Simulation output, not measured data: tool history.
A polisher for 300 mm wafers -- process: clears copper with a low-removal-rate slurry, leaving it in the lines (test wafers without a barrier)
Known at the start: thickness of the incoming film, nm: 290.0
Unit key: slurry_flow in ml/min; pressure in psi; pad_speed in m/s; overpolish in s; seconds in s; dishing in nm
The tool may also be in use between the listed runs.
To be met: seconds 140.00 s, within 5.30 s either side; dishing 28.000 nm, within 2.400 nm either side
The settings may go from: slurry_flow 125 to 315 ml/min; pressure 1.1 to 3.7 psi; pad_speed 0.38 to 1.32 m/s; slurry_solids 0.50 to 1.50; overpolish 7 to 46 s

run  hour  slurry_flow  pressure  pad_speed  slurry_solids  overpolish  seconds  dishing
  1   0.0          205       2.4       0.84           1.00          24   174.09   27.932
  2   9.0          210       2.5       0.84           1.00          22   170.66   26.310
  3  12.5          210       2.7       0.84           1.00          21   163.77   26.385
  4  18.1          210       2.9       0.84           1.00          20   152.40   26.931
  5  19.1          210       2.9       0.70           1.00          20   171.43   23.447
  6  24.7          210       2.5       0.70           1.00          20   196.61   20.445
  7  28.5          210       2.8       0.70           1.00          20   176.97   22.856
  8  36.2          210       3.0       0.70           1.00          20   170.68   24.850
     38.1  -- slurry blender recalibrated
  9  38.1          210       3.2       0.70           1.00          19   149.27   24.564
 10  43.8          210       3.2       0.70           1.00          20   150.23   26.758
 11  45.8          210       3.3       0.70           1.00          20   147.99   27.302

Which of these 5 next moves meets every target?
  A  47.8          295       3.5       0.76           0.95          18        ?        ?
  B  47.8          215       3.0       0.64           1.10          22        ?        ?
  C  47.8          215       2.6       0.82           1.00          21        ?        ?
  D  47.8          205       3.3       0.62           1.00          20        ?        ?
  E  47.8          195       3.5       0.70           1.05          20        ?        ?

move  seconds  dishing
   A   127.85   27.700
   B   165.88   26.210
   C   159.55   25.937
   D   159.10   25.079
   E   138.87   28.244
A: takes the biggest miss from the last run beyond its target
B: moves away from the targets compared with the last run
C: moves away from the targets compared with the last run
D: moves away from the targets compared with the last run
E: all results land within tolerance of their targets
E meets every target.

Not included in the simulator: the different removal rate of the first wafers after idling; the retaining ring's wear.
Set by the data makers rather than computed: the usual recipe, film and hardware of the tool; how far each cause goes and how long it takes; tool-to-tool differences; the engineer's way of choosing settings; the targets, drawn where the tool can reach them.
